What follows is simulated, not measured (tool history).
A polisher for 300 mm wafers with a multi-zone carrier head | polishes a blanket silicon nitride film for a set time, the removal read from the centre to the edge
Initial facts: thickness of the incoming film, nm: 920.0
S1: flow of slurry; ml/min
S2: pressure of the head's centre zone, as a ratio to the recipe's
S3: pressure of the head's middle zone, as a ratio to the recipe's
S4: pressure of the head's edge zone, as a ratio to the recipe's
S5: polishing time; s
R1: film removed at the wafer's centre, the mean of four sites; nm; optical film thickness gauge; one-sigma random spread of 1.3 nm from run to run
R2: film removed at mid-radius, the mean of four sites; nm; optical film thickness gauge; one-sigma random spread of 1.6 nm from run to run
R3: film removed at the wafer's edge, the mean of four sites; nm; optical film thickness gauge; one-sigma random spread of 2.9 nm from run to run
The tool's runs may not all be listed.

run  hour   S1    S2    S3    S4  S5      R1      R2      R3
  1     0  205     1     1     1  78  149.77  150.04  157.52
  2   1.5  205  1.04     1     1  78  154.17  149.76  152.91
  3     9  240  1.04     1     1  78  159.97  152.44  157.16
  4   9.6  260  1.04     1     1  78  159.36  157.57  157.01
  5  15.7  260  1.04     1  0.95  78  160.98  155.19  156.24
  6  16.9  260  0.99  1.03  0.98  85  166.32   173.8   167.4
  7  17.5  245  0.94  1.04  1.03  92   170.6  189.99  181.95
  8  20.3  230  0.91  1.05  1.07  97  169.76  196.82  200.98

Run 9 comes next. What will it give?
  9  22.5  245  0.91  1.08  1.09  98   ?   ?   ?

Run 9 gave R1 174.95 nm, R2 208.08 nm, R3 204.4 nm.

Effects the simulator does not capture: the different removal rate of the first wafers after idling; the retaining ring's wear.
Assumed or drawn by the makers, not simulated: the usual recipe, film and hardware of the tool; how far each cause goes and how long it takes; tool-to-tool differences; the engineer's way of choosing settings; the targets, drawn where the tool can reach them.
